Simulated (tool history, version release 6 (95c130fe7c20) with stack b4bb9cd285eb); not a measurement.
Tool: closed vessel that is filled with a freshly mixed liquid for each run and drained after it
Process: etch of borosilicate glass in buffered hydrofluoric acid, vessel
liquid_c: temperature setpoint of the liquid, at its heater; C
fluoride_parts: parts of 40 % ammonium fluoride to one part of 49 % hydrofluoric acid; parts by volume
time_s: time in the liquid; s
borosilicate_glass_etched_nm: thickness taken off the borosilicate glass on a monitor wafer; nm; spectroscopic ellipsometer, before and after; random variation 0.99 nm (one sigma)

run 1 hour=0.0 | liquid_c=24.0 fluoride_parts=21.5 time_s=90 | borosilicate_glass_etched_nm=57.760
run 2 hour=5.8 | liquid_c=24.0 fluoride_parts=21.5 time_s=100 | borosilicate_glass_etched_nm=64.107
run 3 hour=8.0 | liquid_c=26.0 fluoride_parts=19.5 time_s=100 | borosilicate_glass_etched_nm=76.534
run 4 hour=15.4 | liquid_c=28.5 fluoride_parts=19.5 time_s=100 | borosilicate_glass_etched_nm=88.493
run 5 hour=23.7 | liquid_c=28.5 fluoride_parts=19.5 time_s=90 | borosilicate_glass_etched_nm=79.694
run 6 hour=26.0 | liquid_c=28.5 fluoride_parts=15.5 time_s=90 | borosilicate_glass_etched_nm=99.247
run 7 hour=33.4 | liquid_c=29.5 fluoride_parts=15.0 time_s=90 | borosilicate_glass_etched_nm=109.030
run 8 hour=35.6 | liquid_c=30.0 fluoride_parts=15.0 time_s=90 | borosilicate_glass_etched_nm=111.690
run 9 hour=38.1 | liquid_c=30.5 fluoride_parts=15.0 time_s=90 | borosilicate_glass_etched_nm=113.820

The next listed run, before its measurement:
run 10 hour=47.1 | liquid_c=31.0 fluoride_parts=15.0 time_s=90 | borosilicate_glass_etched_nm=?

Run 10 gave borosilicate_glass_etched_nm 115.760 nm.

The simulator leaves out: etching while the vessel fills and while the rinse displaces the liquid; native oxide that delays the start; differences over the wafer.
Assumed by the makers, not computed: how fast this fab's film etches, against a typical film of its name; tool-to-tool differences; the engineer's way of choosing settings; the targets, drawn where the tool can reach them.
